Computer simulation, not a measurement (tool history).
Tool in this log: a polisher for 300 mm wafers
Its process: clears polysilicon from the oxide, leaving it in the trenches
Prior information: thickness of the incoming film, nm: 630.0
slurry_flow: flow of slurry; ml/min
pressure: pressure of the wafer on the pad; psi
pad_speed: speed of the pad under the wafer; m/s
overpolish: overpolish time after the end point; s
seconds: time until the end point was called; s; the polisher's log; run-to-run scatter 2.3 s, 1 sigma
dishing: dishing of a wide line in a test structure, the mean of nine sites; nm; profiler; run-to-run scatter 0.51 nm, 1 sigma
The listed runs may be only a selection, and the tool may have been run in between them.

| run | hour | slurry_flow | pressure | pad_speed | overpolish | seconds | dishing |
|---|---|---|---|---|---|---|---|
| 1 | 0.0 | 185 | 1.9 | 0.94 | 24 | 63.233 | 38.483 |
| 2 | 5.8 | 180 | 1.6 | 0.82 | 19 | 85.760 | 36.233 |
| 3 | 8.9 | 180 | 2.0 | 0.82 | 19 | 66.687 | 36.435 |
| 4 | 9.5 | 160 | 1.8 | 0.70 | 15 | 91.458 | 36.411 |
| 5 | 13.2 | 160 | 1.8 | 0.50 | 15 | 127.270 | 32.045 |
| 6 | 19.5 | 200 | 1.7 | 0.48 | 23 | 130.710 | 34.943 |
| 7 | 28.1 | 175 | 1.7 | 0.46 | 18 | 142.310 | 33.033 |
| 8 | 31.5 | 155 | 1.7 | 0.44 | 15 | 149.780 | 30.363 |
| 9 | 34.0 | 155 | 1.7 | 0.44 | 15 | 148.360 | 30.851 |

Predict the results of run 10:
| 10 | 42.1 | 140 | 1.7 | 0.44 | 13 | ? | ? |

Run 10 produced seconds 150.890 s, dishing 28.068 nm.

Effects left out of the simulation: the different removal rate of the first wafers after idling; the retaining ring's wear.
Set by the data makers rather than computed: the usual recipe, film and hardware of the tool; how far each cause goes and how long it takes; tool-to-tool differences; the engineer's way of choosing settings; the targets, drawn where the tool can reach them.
